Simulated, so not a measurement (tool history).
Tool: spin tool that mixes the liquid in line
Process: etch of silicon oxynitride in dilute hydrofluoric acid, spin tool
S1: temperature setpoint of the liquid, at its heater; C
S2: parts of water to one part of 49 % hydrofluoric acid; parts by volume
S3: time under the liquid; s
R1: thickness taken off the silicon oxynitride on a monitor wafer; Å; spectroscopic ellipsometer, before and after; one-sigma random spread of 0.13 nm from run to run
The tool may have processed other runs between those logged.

{"run": 1, "hour": 0.0, "S1": 21.0, "S2": 135, "S3": 315, "R1": 44.472}
{"run": 2, "hour": 7.0, "S1": 21.0, "S2": 185, "S3": 315, "R1": 30.35}
{"run": 3, "hour": 8.1, "S1": 22.0, "S2": 170, "S3": 315, "R1": 36.517}
{"run": 4, "hour": 16.7, "S1": 20.5, "S2": 170, "S3": 315, "R1": 33.885}
{"hour": 22.9, "done": "thermometer replaced"}
{"run": 5, "hour": 22.9, "S1": 20.5, "S2": 190, "S3": 315, "R1": 26.466}
{"run": 6, "hour": 27.4, "S1": 20.5, "S2": 190, "S3": 315, "R1": 27.143}
{"run": 7, "hour": 35.8, "S1": 22.0, "S2": 180, "S3": 315, "R1": 30.385}
{"run": 8, "hour": 39.1, "S1": 22.0, "S2": 160, "S3": 315, "R1": 35.123}
{"run": 9, "hour": 40.1, "S1": 22.0, "S2": 140, "S3": 315, "R1": 40.756}
{"run": 10, "hour": 44.5, "S1": 22.0, "S2": 125, "S3": 315, "R1": 44.193}
{"run": 11, "hour": 46.0, "S1": 22.0, "S2": 110, "S3": 315, "R1": 53.108}

What does the tool deliver on the next run?
{"run": 12, "hour": 50.2, "S1": 22.5, "S2": 100, "S3": 315, "R1": "?"}

{"run 12": {"R1": 58.069}}

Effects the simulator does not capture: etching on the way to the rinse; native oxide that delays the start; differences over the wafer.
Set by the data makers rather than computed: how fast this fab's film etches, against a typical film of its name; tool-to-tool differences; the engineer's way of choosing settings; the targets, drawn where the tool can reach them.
